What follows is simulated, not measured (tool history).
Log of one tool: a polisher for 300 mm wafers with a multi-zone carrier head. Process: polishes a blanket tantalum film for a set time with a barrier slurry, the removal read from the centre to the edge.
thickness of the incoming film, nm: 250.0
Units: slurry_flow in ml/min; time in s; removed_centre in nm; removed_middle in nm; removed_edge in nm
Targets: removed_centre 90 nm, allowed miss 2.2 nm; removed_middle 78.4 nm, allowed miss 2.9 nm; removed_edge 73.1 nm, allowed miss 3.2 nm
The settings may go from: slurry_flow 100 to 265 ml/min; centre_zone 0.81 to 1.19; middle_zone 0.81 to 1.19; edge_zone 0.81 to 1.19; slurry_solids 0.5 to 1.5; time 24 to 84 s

{"run": 1, "day": 0.0, "slurry_flow": 170, "centre_zone": 1, "middle_zone": 1, "edge_zone": 1, "slurry_solids": 1, "time": 54, "removed_centre": 85.671, "removed_middle": 87.901, "removed_edge": 87.809}
{"run": 2, "day": 0.121, "slurry_flow": 170, "centre_zone": 1.08, "middle_zone": 1, "edge_zone": 1, "slurry_solids": 1, "time": 54, "removed_centre": 93.942, "removed_middle": 86.962, "removed_edge": 87.451}
{"run": 3, "day": 0.229, "slurry_flow": 165, "centre_zone": 1.09, "middle_zone": 1, "edge_zone": 0.97, "slurry_solids": 0.95, "time": 54, "removed_centre": 91.461, "removed_middle": 85.789, "removed_edge": 87.094}
{"run": 4, "day": 0.412, "slurry_flow": 165, "centre_zone": 1.09, "middle_zone": 1.09, "edge_zone": 0.97, "slurry_solids": 0.95, "time": 54, "removed_centre": 92.951, "removed_middle": 90.663, "removed_edge": 85.784}
{"run": 5, "day": 0.629, "slurry_flow": 165, "centre_zone": 1.09, "middle_zone": 1.09, "edge_zone": 0.97, "slurry_solids": 0.95, "time": 62, "removed_centre": 105.97, "removed_middle": 103.05, "removed_edge": 98.522}
{"run": 6, "day": 0.946, "slurry_flow": 175, "centre_zone": 1.11, "middle_zone": 1.09, "edge_zone": 0.95, "slurry_solids": 0.9, "time": 60, "removed_centre": 103.58, "removed_middle": 101, "removed_edge": 94.237}
{"run": 7, "day": 1.238, "slurry_flow": 180, "centre_zone": 1.12, "middle_zone": 1.06, "edge_zone": 0.93, "slurry_solids": 0.85, "time": 58, "removed_centre": 98.849, "removed_middle": 91.812, "removed_edge": 87.466}
{"run": 8, "day": 1.358, "slurry_flow": 185, "centre_zone": 1.13, "middle_zone": 1.05, "edge_zone": 0.91, "slurry_solids": 0.8, "time": 58, "removed_centre": 98.84, "removed_middle": 91.915, "removed_edge": 85.502}
{"run": 9, "day": 1.412, "slurry_flow": 135, "centre_zone": 1.17, "middle_zone": 0.95, "edge_zone": 0.81, "slurry_solids": 0.55, "time": 57, "removed_centre": 80.757, "removed_middle": 68.153, "removed_edge": 66.32}
{"run": 10, "day": 1.725, "slurry_flow": 135, "centre_zone": 1.17, "middle_zone": 0.95, "edge_zone": 0.81, "slurry_solids": 0.55, "time": 57, "removed_centre": 81.581, "removed_middle": 67.866, "removed_edge": 66.556}
{"run": 11, "day": 2.012, "slurry_flow": 145, "centre_zone": 1.17, "middle_zone": 0.96, "edge_zone": 0.82, "slurry_solids": 0.55, "time": 57, "removed_centre": 81.369, "removed_middle": 68.387, "removed_edge": 66.787}
{"run": 12, "day": 2.267, "slurry_flow": 155, "centre_zone": 1.17, "middle_zone": 0.98, "edge_zone": 0.83, "slurry_solids": 0.55, "time": 57, "removed_centre": 82.62, "removed_middle": 71.86, "removed_edge": 67.76}
{"run": 13, "day": 2.304, "slurry_flow": 205, "centre_zone": 1.19, "middle_zone": 0.98, "edge_zone": 0.89, "slurry_solids": 0.6, "time": 57, "removed_centre": 92.252, "removed_middle": 77.732, "removed_edge": 75.62}
{"run": 14, "day": 2.379, "slurry_flow": 205, "centre_zone": 1.19, "middle_zone": 0.98, "edge_zone": 0.89, "slurry_solids": 0.6, "time": 57, "removed_centre": 93.35, "removed_middle": 76.151, "removed_edge": 74.71}

4 next moves are on the table. One of them brings every result within its allowed miss. Which?
{"run": "A", "day": 2.454, "slurry_flow": 195, "centre_zone": 1.19, "middle_zone": 1.05, "edge_zone": 0.89, "slurry_solids": 0.7, "time": 52, "removed_centre": "?", "removed_middle": "?", "removed_edge": "?"}
{"run": "B", "day": 2.454, "slurry_flow": 225, "centre_zone": 1.14, "middle_zone": 1.02, "edge_zone": 0.89, "slurry_solids": 0.6, "time": 61, "removed_centre": "?", "removed_middle": "?", "removed_edge": "?"}
{"run": "C", "day": 2.454, "slurry_flow": 205, "centre_zone": 1.13, "middle_zone": 1.08, "edge_zone": 0.81, "slurry_solids": 0.55, "time": 60, "removed_centre": "?", "removed_middle": "?", "removed_edge": "?"}
{"run": "D", "day": 2.454, "slurry_flow": 215, "centre_zone": 1.13, "middle_zone": 1.11, "edge_zone": 0.81, "slurry_solids": 0.7, "time": 54, "removed_centre": "?", "removed_middle": "?", "removed_edge": "?"}

move=A removed_centre=90.032 removed_middle=77.364 removed_edge=73.4
move=B removed_centre=96.937 removed_middle=85.086 removed_edge=81.961
move=C removed_centre=89.614 removed_middle=82.694 removed_edge=73.673
move=D removed_centre=90.149 removed_middle=84.739 removed_edge=73.898
A: meets every target
B: further off than the last run
C: brings the result that was furthest off to its target, and leaves another outside
D: brings the result that was furthest off to its target, and leaves another outside
The right move is A.
